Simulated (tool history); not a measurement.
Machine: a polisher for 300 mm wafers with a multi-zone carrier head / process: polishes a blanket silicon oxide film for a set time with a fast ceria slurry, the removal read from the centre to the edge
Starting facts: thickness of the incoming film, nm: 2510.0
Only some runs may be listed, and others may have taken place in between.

run  hour  flow of slurry (ml/min)  pressure of the head's centre zone  pressure of the head's middle zone  pressure of the head's edge zone  polishing time (s)  film removed at the wafer's centre (angstrom)  film removed at mid-radius (angstrom)  film removed at the wafer's edge (angstrom)
  1   0.0                      230                                1.00                                1.00                              1.00                  47                                         6899.9                                 6990.2                                       7221.1
  2   7.8                      230                                1.00                                1.00                              1.00                  57                                         8329.4                                 8324.2                                       8854.2
  3  14.5                      230                                1.00                                1.00                              0.95                  57                                         8381.9                                 8422.6                                       8572.6
  4  21.3                      230                                1.00                                0.92                              0.95                  57                                         8556.1                                 7794.9                                       8661.0
  5  25.2                      230                                1.08                                0.92                              0.95                  57                                         9229.7                                 7948.8                                       8743.8
  6  33.4                      225                                1.02                                0.94                              0.94                  53                                         7842.0                                 7398.6                                       7843.0
  7  34.4                      215                                0.98                                0.94                              0.92                  50                                         7119.4                                 6873.8                                       7138.1

Predict the results of run 8:
     42.6  -- slurry nozzle cleaned
  8  42.6                      205                                0.94                                0.95                              0.92                  48                                              ?                                      ?                                            ?

film removed at the wafer's centre (angstrom): 7031.6
film removed at mid-radius (angstrom): 6821.7
film removed at the wafer's edge (angstrom): 7083.5

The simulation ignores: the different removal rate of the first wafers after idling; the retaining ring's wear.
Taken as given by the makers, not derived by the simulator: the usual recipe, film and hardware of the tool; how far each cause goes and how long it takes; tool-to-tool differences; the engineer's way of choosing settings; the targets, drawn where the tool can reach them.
